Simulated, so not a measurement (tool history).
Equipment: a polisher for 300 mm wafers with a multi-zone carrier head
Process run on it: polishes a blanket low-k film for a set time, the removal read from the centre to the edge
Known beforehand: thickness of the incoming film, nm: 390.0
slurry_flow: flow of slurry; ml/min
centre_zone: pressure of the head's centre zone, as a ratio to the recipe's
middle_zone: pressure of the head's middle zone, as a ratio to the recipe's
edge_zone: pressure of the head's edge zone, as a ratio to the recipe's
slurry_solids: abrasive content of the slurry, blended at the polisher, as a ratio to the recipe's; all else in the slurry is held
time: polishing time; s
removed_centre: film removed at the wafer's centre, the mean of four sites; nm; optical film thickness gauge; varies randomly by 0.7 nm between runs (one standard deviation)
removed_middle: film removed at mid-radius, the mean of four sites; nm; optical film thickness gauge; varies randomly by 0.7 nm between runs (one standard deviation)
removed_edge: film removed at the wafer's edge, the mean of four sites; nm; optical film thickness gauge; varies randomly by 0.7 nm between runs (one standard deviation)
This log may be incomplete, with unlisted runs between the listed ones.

run  hour  slurry_flow  centre_zone  middle_zone  edge_zone  slurry_solids  time  removed_centre  removed_middle  removed_edge
  1     0          290            1            1          1              1    62          36.316          35.726        36.874
  2   4.1          290            1            1          1            1.2    62          38.569          38.799        38.267
  3   7.7          290         1.01            1       1.02           1.25    64          40.762          39.598        41.217
  4  13.2          340         1.01            1       1.02           1.25    64          42.263          40.069        40.892
  5  17.1          340         1.01            1       1.09           1.25    64          40.765          39.812        42.337
  6  20.9          340         1.01            1       1.13           1.25    64          41.473          39.869        42.766
  7  22.5          340         1.02         1.01       1.12            1.3    65          43.568           40.94        44.066
  8  27.1          340         1.02         1.02       1.11           1.35    66          44.375          43.669        45.355
  9    30          340         1.03         1.03       1.11           1.35    67          45.753          44.855        46.271
 10  34.3          345          1.1         1.11       1.14            1.5    67          49.766          47.827         47.32

Run 11 is up next; what results do you expect?
 11  35.1          345          1.1         1.11       1.14            1.5    67               ?               ?             ?

removed_centre: 50.946 nm
removed_middle: 48.115 nm
removed_edge: 48 nm
